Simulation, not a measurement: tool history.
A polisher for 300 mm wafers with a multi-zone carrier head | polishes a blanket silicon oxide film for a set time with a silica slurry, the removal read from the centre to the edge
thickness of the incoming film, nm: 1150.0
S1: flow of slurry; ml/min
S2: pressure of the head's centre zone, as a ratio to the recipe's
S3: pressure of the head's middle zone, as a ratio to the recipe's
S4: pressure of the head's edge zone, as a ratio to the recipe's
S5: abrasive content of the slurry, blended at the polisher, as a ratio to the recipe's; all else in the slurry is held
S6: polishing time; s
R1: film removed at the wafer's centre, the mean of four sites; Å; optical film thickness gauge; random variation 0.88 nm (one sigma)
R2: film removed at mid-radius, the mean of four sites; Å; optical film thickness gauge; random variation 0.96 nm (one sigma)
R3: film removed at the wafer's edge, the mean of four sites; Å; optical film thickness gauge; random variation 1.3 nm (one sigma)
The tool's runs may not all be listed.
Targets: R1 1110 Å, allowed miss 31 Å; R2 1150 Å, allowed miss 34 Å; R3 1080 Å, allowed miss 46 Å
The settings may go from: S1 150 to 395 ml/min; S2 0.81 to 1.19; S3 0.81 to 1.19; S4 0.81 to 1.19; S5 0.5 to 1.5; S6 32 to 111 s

run 1 hour=0 | S1=250 S2=1 S3=1 S4=1 S5=1 S6=71 | R1=1332.5 R2=1386.8 R3=1353.8
run 2 hour=0.6 | S1=285 S2=1 S3=1 S4=1 S5=1 S6=71 | R1=1379.3 R2=1400.7 R3=1398.2
run 3 hour=6.8 | S1=285 S2=1 S3=1 S4=1 S5=1 S6=59 | R1=1133.6 R2=1154 R3=1155.2
run 4 hour=10.3 | S1=285 S2=1 S3=1 S4=1 S5=1.2 S6=59 | R1=1251.4 R2=1262.8 R3=1246.3
run 5 hour=19.2 | S1=265 S2=0.99 S3=0.99 S4=0.96 S5=1.2 S6=59 | R1=1226.5 R2=1256.9 R3=1257.6
run 6 hour=27.8 | S1=315 S2=0.99 S3=0.99 S4=0.96 S5=1.2 S6=59 | R1=1244.4 R2=1259.2 R3=1236.7
run 7 hour=30.3 | S1=315 S2=0.99 S3=0.99 S4=0.96 S5=1.2 S6=59 | R1=1251.7 R2=1274.9 R3=1274.3
run 8 hour=35.9 | S1=315 S2=0.99 S3=0.99 S4=0.96 S5=1.2 S6=59 | R1=1251.6 R2=1259.5 R3=1203.3
run 9 hour=38 | S1=325 S2=0.97 S3=0.98 S4=0.94 S5=1.15 S6=59 | R1=1197.8 R2=1215.3 R3=1186.7
run 10 hour=46.7 | S1=330 S2=0.96 S3=0.98 S4=0.92 S5=1.15 S6=59 | R1=1194.6 R2=1242.4 R3=1187.1
run 11 hour=48.6 | S1=335 S2=0.96 S3=0.97 S4=0.9 S5=1.1 S6=59 | R1=1182.1 R2=1207.7 R3=1161.8

5 next moves are on the table. One of them brings every result within its allowed miss. Which?
run A hour=50.5 | S1=315 S2=0.93 S3=1.02 S4=0.96 S5=1.15 S6=57 | R1=? R2=? R3=?
run B hour=50.5 | S1=300 S2=0.96 S3=0.97 S4=0.95 S5=1.1 S6=61 | R1=? R2=? R3=?
run C hour=50.5 | S1=395 S2=1.14 S3=1.06 S4=0.81 S5=1.1 S6=56 | R1=? R2=? R3=?
run D hour=50.5 | S1=345 S2=0.85 S3=0.84 S4=0.94 S5=1.15 S6=58 | R1=? R2=? R3=?
run E hour=50.5 | S1=350 S2=0.93 S3=0.95 S4=0.81 S5=1.45 S6=51 | R1=? R2=? R3=?

move=A R1=1111.3 R2=1238.8 R3=1164.6
move=B R1=1194.7 R2=1237 R3=1209.5
move=C R1=1336.4 R2=1249.9 R3=1048.9
move=D R1=1039.9 R2=1080.5 R3=1182.8
move=E R1=1113.1 R2=1168.3 R3=1078.2
A: brings the result that was furthest off to its target, and leaves another outside
B: further off than the last run
C: further off than the last run
D: takes the result that was furthest off past its target
E: meets every target
Move E is the one to make.
